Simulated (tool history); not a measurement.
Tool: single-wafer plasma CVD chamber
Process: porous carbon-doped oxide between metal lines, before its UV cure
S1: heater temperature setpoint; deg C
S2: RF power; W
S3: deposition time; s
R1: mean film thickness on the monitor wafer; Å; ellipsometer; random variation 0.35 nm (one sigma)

run,hour,S1,S2,S3,R1
1,0,325,480,21.2,904.55
2,4,327,470,21.2,874.77
3,10.3,329,465,21.2,868.8
4,16.6,331,455,21.2,842.22
5,21.8,333,450,21.2,824.38
6,25.6,334,445,21.2,816.96

The next listed run, before its measurement:
7,26.8,335,440,21.2,?

R1: 801.42 Å

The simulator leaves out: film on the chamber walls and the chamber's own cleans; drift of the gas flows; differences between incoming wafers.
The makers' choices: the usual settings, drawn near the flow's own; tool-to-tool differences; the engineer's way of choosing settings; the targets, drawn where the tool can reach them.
